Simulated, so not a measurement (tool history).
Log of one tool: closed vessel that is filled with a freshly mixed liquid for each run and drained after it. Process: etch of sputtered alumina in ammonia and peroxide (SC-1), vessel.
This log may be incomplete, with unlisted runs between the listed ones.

run	day	temperature setpoint of the liquid (C)	parts of 29 % ammonia solution to one part of 30 % peroxide (parts by volume)	time in the liquid (s)	thickness taken off the sputtered alumina on a monitor wafer (nm)
1	0	46	0.5	530	21.225
2	0.096	47.5	0.5	530	23.634
3	0.488	47.5	0.5	565	24.719
4	0.683	44.5	0.5	565	20.912
5	1.05	46	0.5	565	22.774
6	1.188	47	0.5	565	24.473

For run 7, what comes out?
7	1.375	47.5	0.5	565	?

{"run 7": {"thickness taken off the sputtered alumina on a monitor wafer (nm)": 24.511}}
